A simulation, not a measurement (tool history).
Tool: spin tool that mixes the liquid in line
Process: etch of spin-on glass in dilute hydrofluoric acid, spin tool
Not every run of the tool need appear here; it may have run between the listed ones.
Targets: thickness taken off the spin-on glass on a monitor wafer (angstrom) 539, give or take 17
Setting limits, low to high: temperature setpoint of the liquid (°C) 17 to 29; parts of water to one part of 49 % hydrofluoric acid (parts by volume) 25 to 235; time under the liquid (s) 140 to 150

run	hour	temperature setpoint of the liquid (°C)	parts of water to one part of 49 % hydrofluoric acid (parts by volume)	time under the liquid (s)	thickness taken off the spin-on glass on a monitor wafer (angstrom)
1	0	21	130	140	210.74
2	8.9	21	105	140	264.27
3	10.9	21	105	150	292.42
4	19.4	22	100	150	320.55
5	27.8	23	95	150	343.1
6	35.7	23	95	140	319.35
# hour 43.6: thermometer replaced
7	43.6	27	55	140	643.95
8	44.8	26.5	55	140	631.93

Exactly one of the 5 candidate moves below puts every result within its allowed miss. Which one?
A	46	26	60	145	?
B	46	25.5	50	150	?
C	46	28.5	55	150	?
D	46	28	70	145	?
E	46	25.5	45	150	?

move	thickness taken off the spin-on glass on a monitor wafer (angstrom)
A	585.03
B	721.56
C	734.57
D	535.34
E	807.29
A: closer than the last run, but not yet in spec
B: moves away from the targets compared with the last run
C: moves away from the targets compared with the last run
D: in spec on every target
E: moves away from the targets compared with the last run
D is the move that brings every result within its allowed miss.
